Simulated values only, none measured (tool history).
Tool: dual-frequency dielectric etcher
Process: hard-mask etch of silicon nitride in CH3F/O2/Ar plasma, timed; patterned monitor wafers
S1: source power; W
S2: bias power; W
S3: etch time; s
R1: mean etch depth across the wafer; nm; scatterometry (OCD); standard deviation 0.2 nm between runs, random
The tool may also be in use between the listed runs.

run,hour,S1,S2,S3,R1
1,0.0,410,69,160.5,103.840
2,7.8,460,69,160.5,111.050
3,14.9,460,69,148.5,102.890
4,17.5,460,80,148.5,107.980
5,19.0,440,76,148.5,103.300
6,21.4,490,76,148.5,109.480
7,27.8,410,62,148.5,93.381
8,28.7,390,60,148.5,89.582
9,32.0,380,59,148.5,87.339
10,35.6,370,58,148.5,85.233
11,42.7,370,58,148.5,85.582
12,50.4,360,57,148.5,83.320
13,59.0,350,57,148.5,82.059
14,67.0,340,57,148.5,79.959

Expected results for the next run?
15,73.8,330,57,148.5,?

Run 15 measured R1 78.887 nm.
